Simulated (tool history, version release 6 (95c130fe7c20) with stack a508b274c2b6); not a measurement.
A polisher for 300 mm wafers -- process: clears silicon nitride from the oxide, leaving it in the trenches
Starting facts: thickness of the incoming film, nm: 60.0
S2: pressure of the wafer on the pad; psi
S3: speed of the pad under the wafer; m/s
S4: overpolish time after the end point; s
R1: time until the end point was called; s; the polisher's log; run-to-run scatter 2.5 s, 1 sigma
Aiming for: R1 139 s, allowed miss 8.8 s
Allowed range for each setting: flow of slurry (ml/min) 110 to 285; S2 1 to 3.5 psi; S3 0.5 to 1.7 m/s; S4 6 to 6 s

run 1 hour=0 | flow_of_slurry_(ml/min)=180 S2=2.2 S3=1.1 S4=6 | R1=104.82
run 2 hour=3.6 | flow_of_slurry_(ml/min)=180 S2=2.1 S3=1.1 S4=6 | R1=109.19
run 3 hour=8.4 | flow_of_slurry_(ml/min)=210 S2=2.1 S3=1.1 S4=6 | R1=107.48
run 4 hour=9 | flow_of_slurry_(ml/min)=210 S2=2 S3=1.1 S4=6 | R1=112.38
run 5 hour=14.4 | flow_of_slurry_(ml/min)=210 S2=1.9 S3=1.1 S4=6 | R1=116.29
run 6 hour=19.5 | flow_of_slurry_(ml/min)=210 S2=1.9 S3=1.34 S4=6 | R1=98.844
run 7 hour=20.3 | flow_of_slurry_(ml/min)=210 S2=1.7 S3=1.32 S4=6 | R1=112.44
run 8 hour=22.5 | flow_of_slurry_(ml/min)=210 S2=1.6 S3=1.32 S4=6 | R1=117.18
run 9 hour=27.5 | flow_of_slurry_(ml/min)=210 S2=1.5 S3=1.32 S4=6 | R1=125.12
run 10 hour=32.8 | flow_of_slurry_(ml/min)=210 S2=1.5 S3=1.32 S4=6 | R1=127.99

Below are 5 possible settings for the next run. Only one of them brings all results inside the allowed miss of their targets. Which is it?
run A hour=38.1 | flow_of_slurry_(ml/min)=185 S2=1.4 S3=1.48 S4=6 | R1=?
run B hour=38.1 | flow_of_slurry_(ml/min)=225 S2=1.6 S3=1.34 S4=6 | R1=?
run C hour=38.1 | flow_of_slurry_(ml/min)=180 S2=1.6 S3=1.32 S4=6 | R1=?
run D hour=38.1 | flow_of_slurry_(ml/min)=230 S2=1.5 S3=1.4 S4=6 | R1=?
run E hour=38.1 | flow_of_slurry_(ml/min)=220 S2=1.4 S3=1.24 S4=6 | R1=?

move=A R1=124.27
move=B R1=116.65
move=C R1=122.04
move=D R1=118.87
move=E R1=142.68
A: its largest miss is bigger than the last run's
B: its largest miss is bigger than the last run's
C: its largest miss is bigger than the last run's
D: its largest miss is bigger than the last run's
E: in spec on every target
Correct choice: E, which meets every target
